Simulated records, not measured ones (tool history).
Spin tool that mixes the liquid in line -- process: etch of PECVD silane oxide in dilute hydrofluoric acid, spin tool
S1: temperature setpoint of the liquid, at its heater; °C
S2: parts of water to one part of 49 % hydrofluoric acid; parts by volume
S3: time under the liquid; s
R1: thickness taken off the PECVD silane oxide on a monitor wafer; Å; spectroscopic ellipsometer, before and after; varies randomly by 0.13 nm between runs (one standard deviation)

run,hour,S1,S2,S3,R1
1,0.0,25.0,160,260,261.04
2,0.8,26.5,160,260,276.60
3,5.6,26.5,185,260,233.70
4,12.5,28.0,175,260,260.22
5,20.9,29.0,165,260,290.80
6,26.7,29.0,165,280,312.82
7,35.5,29.0,165,280,313.82

Forecast run 8:
8,40.0,30.0,160,280,?

{"run 8": {"R1": 340.25}}
